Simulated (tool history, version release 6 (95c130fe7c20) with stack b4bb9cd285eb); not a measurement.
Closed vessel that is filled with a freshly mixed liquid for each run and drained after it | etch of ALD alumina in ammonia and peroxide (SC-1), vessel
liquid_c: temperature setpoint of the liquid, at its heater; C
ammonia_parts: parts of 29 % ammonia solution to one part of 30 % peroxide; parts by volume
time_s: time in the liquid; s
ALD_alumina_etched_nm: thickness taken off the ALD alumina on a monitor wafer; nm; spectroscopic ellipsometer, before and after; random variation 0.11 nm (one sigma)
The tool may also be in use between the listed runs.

Run 1, day 0.000: liquid_c 54.0 C, ammonia_parts 0.9 parts by volume, time_s 1020 s. Result: ALD_alumina_etched_nm 51.556 nm.
Run 2, day 0.325: liquid_c 54.0 C, ammonia_parts 0.9 parts by volume, time_s 1020 s. Result: ALD_alumina_etched_nm 51.597 nm.
Run 3, day 0.554: liquid_c 51.5 C, ammonia_parts 0.9 parts by volume, time_s 1020 s. Result: ALD_alumina_etched_nm 45.122 nm.
Run 4, day 0.821: liquid_c 49.5 C, ammonia_parts 0.9 parts by volume, time_s 1020 s. Result: ALD_alumina_etched_nm 40.545 nm.
Run 5, day 1.071: liquid_c 48.0 C, ammonia_parts 0.9 parts by volume, time_s 1020 s. Result: ALD_alumina_etched_nm 37.432 nm.
Run 6, day 1.192: liquid_c 48.0 C, ammonia_parts 0.9 parts by volume, time_s 1020 s. Result: ALD_alumina_etched_nm 37.044 nm.
Run 7, day 1.533: liquid_c 47.0 C, ammonia_parts 0.9 parts by volume, time_s 1020 s. Result: ALD_alumina_etched_nm 34.943 nm.

The next listed run, before its measurement:
Run 8, day 1.708: liquid_c 46.5 C, ammonia_parts 0.9 parts by volume, time_s 1020 s. Result: ALD_alumina_etched_nm ?.

ALD_alumina_etched_nm: 34.371 nm

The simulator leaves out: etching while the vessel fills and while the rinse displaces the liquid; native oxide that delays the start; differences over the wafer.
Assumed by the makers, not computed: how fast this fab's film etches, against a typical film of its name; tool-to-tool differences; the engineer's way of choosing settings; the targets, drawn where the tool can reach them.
